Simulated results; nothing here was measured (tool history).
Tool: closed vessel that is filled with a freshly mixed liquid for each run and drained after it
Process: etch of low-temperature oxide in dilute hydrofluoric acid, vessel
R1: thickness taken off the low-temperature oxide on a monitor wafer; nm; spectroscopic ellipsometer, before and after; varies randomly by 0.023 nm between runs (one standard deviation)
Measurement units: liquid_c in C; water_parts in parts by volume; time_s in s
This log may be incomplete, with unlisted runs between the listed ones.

run 1 day=0 | liquid_c=24 water_parts=135 time_s=35 | R1=6.1432
run 2 day=0.138 | liquid_c=24 water_parts=165 time_s=35 | R1=4.848
run 3 day=0.2 | liquid_c=21 water_parts=165 time_s=35 | R1=4.3076
run 4 day=0.425 | liquid_c=21 water_parts=185 time_s=35 | R1=3.7646
run 5 day=0.588 | liquid_c=24 water_parts=180 time_s=35 | R1=4.3896
run 6 day=0.792 | liquid_c=24 water_parts=225 time_s=35 | R1=3.3406

Predict the results of run 7:
run 7 day=0.912 | liquid_c=28 water_parts=175 time_s=35 | R1=?

Run 7 produced R1 5.2782 nm.
